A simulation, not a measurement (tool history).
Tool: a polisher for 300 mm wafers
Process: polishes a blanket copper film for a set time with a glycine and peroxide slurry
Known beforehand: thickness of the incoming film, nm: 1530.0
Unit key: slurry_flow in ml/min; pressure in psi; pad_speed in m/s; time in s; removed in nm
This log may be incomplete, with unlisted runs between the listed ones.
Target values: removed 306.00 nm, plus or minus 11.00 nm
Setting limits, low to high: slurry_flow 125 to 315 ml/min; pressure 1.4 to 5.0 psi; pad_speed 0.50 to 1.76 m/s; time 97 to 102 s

run    day  slurry_flow  pressure  pad_speed  time  removed
  1  0.000          205       3.2       1.12    97   590.73
  2  0.175          200       2.7       1.06    97   498.49
  3  0.242          200       2.4       1.00    97   436.83
  4  0.396          200       3.0       1.00    97   527.73
  5  0.608          200       2.6       0.96    97   463.94
     0.725  -- slurry nozzle cleaned
  6  0.725          200       3.2       0.96    97   554.73
  7  1.083          200       2.8       0.94    97   501.27
  8  1.342          195       2.4       0.88    97   413.13
  9  1.529          195       2.2       0.88    97   385.67
 10  1.638          195       2.0       0.88    97   361.66
 11  1.996          195       1.9       0.88    97   341.11
 12  2.112          190       1.5       0.88    97   291.50
 13  2.429          195       1.5       0.88    97   292.11

Exactly one of the 5 candidate moves below puts every result within its allowed miss. Which one?
  A  2.746          200       1.7       0.94    99        ?
  B  2.746          175       1.4       1.02    99        ?
  C  2.746          180       1.5       0.80    97        ?
  D  2.746          210       1.4       0.84    99        ?
  E  2.746          195       1.4       0.70    98        ?

move  removed
   A   343.69
   B   306.21
   C   278.94
   D   284.22
   E   255.69
A: takes the result that was furthest off past its target
B: in spec on every target
C: lands further from the targets than the last run did
D: lands further from the targets than the last run did
E: lands further from the targets than the last run did
B meets every target.
